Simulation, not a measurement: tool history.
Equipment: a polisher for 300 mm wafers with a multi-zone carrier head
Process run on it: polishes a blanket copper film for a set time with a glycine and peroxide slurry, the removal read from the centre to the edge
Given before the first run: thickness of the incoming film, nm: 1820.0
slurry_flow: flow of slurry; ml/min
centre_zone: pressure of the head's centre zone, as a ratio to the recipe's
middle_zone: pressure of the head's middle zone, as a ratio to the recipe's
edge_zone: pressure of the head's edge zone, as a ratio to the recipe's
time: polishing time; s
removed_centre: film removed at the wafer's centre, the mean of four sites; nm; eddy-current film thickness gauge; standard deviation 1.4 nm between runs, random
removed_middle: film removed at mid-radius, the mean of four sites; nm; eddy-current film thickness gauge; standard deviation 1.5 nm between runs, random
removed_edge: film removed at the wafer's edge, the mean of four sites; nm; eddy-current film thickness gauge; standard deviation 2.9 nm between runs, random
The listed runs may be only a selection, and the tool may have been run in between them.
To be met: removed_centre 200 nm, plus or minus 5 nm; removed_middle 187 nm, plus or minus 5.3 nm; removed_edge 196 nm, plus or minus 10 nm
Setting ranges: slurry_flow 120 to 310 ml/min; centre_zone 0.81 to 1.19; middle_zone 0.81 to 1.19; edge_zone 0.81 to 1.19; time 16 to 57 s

run  hour  slurry_flow  centre_zone  middle_zone  edge_zone  time  removed_centre  removed_middle  removed_edge
  1     0          200            1            1          1    36          222.08          225.28        222.66
  2   5.4          190         0.99         0.97       0.97    36          215.62          221.19        220.59
  3  11.1          185            1         0.95       0.95    35          211.84          208.54        208.37
  4  17.4          185         1.06         0.95       0.95    35          225.29           210.4        203.97
  5  20.9          185         1.06         0.89       0.95    35          224.23          197.67        211.61
  6  27.6          185         0.99         0.89       0.95    35             209           200.9        202.68
  7    36          175         0.99         0.88       0.95    35          205.84          196.51        208.87
  8  44.3          175         0.99         0.88       0.95    35          204.96          195.47        209.11

4 candidate next runs follow, results not yet known. Just one meets every target within its allowed miss. Identify it.
  A  52.6          220         1.02          0.9          1    32               ?               ?             ?
  B  52.6          180            1         0.87       0.87    31               ?               ?             ?
  C  52.6          160         0.97         0.84       0.93    33               ?               ?             ?
  D  52.6          215         1.05         0.97       0.87    33               ?               ?             ?

move  removed_centre  removed_middle  removed_edge
   A          199.46          190.14        201.57
   B          184.28          175.42        180.41
   C          186.87          179.23        195.43
   D          211.26          206.65        194.97
A: each result inside its tolerance
B: moves the result that the last run missed by most past its target, out the other side
C: moves the result that the last run missed by most past its target, out the other side
D: further off than the last run
Go with A: it meets all targets.
